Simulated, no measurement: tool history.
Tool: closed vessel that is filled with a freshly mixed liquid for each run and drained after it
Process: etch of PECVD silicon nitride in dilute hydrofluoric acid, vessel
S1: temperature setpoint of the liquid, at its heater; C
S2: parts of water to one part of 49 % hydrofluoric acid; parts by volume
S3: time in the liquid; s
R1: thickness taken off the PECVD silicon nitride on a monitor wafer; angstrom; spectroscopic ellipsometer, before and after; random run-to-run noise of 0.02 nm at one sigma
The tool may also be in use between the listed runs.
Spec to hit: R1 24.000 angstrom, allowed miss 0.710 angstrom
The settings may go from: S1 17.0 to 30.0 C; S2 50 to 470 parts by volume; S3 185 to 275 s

| run | day | S1 | S2 | S3 | R1 |
|---|---|---|---|---|---|
| 1 | 0.000 | 22.0 | 260 | 275 | 49.549 |
| 2 | 0.079 | 22.0 | 260 | 185 | 33.201 |
| 3 | 0.212 | 21.5 | 260 | 185 | 32.679 |
| 4 | 0.488 | 21.0 | 260 | 185 | 31.489 |
| 5 | 0.817 | 21.0 | 260 | 185 | 31.296 |
| 6 | 0.879 | 21.0 | 185 | 185 | 42.703 |
| 7 | 1.054 | 17.0 | 280 | 185 | 22.678 |
| 8 | 1.138 | 17.5 | 280 | 185 | 23.621 |
| 9 | 1.288 | 17.5 | 280 | 185 | 22.841 |

Which single option among these 5 for the next run brings every result within its allowed miss of target? Just one does.
| A | 1.438 | 17.0 | 270 | 190 | ? |
| B | 1.438 | 17.0 | 355 | 230 | ? |
| C | 1.438 | 17.0 | 295 | 185 | ? |
| D | 1.438 | 17.0 | 375 | 235 | ? |
| E | 1.438 | 17.5 | 340 | 215 | ? |

| move | R1 |
|---|---|
| A | 24.226 |
| B | 22.621 |
| C | 21.684 |
| D | 21.946 |
| E | 22.749 |
A: all results in spec
B: lands further from the targets than the last run did
C: lands further from the targets than the last run did
D: lands further from the targets than the last run did
E: lands further from the targets than the last run did
The move that meets every target is A.

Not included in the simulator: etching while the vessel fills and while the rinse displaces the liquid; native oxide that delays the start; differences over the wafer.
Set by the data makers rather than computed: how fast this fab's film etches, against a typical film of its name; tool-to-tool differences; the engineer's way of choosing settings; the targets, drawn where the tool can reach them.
